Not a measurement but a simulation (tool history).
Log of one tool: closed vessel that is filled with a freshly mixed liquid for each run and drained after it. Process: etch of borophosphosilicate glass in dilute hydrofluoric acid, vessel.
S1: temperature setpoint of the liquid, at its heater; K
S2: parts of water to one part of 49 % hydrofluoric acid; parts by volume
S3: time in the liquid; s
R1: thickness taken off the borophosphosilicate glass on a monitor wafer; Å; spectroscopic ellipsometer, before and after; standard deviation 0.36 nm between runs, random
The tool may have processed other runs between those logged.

run    day      S1   S2   S3      R1
  1      0  295.15  290  385   497.6
  2  0.296  296.65  270  385  581.46
  3  0.583  293.15  270  385  511.13
  4  0.888  294.65  255  385   575.1
  5  0.946  296.15  245  385  641.88
  6  1.079  296.15  315  385  468.41
  7  1.292  300.15  200  385  957.61
  8  1.575  300.65  200  385  972.07

Estimate the outcome of run 9 from the log above:
  9  1.858  301.15  200  385   ?

For run 9 the tool returned R1 991.69 Å.
